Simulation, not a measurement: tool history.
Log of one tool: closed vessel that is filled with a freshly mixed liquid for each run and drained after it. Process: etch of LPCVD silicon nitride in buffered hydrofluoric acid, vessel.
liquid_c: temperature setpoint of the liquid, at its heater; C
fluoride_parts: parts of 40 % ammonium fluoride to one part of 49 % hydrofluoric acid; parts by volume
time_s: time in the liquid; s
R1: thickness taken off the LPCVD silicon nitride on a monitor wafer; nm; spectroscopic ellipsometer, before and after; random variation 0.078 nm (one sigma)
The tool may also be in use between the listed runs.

{"run": 1, "hour": 0.0, "liquid_c": 21.0, "fluoride_parts": 18.5, "time_s": 1685, "R1": 10.699}
{"run": 2, "hour": 5.5, "liquid_c": 22.0, "fluoride_parts": 18.5, "time_s": 1685, "R1": 11.397}
{"run": 3, "hour": 8.7, "liquid_c": 22.5, "fluoride_parts": 18.5, "time_s": 1685, "R1": 11.67}
{"run": 4, "hour": 12.5, "liquid_c": 23.0, "fluoride_parts": 18.5, "time_s": 1685, "R1": 11.931}
{"run": 5, "hour": 14.5, "liquid_c": 23.0, "fluoride_parts": 18.5, "time_s": 1685, "R1": 11.897}
{"run": 6, "hour": 23.6, "liquid_c": 23.5, "fluoride_parts": 18.5, "time_s": 1685, "R1": 12.153}
{"run": 7, "hour": 26.6, "liquid_c": 24.0, "fluoride_parts": 18.5, "time_s": 1685, "R1": 12.64}
{"run": 8, "hour": 31.2, "liquid_c": 24.5, "fluoride_parts": 18.5, "time_s": 1685, "R1": 13.0}

Run 9 comes next. What will it give?
{"run": 9, "hour": 33.2, "liquid_c": 25.0, "fluoride_parts": 18.5, "time_s": 1685, "R1": "?"}

{"run 9": {"R1": 13.358}}

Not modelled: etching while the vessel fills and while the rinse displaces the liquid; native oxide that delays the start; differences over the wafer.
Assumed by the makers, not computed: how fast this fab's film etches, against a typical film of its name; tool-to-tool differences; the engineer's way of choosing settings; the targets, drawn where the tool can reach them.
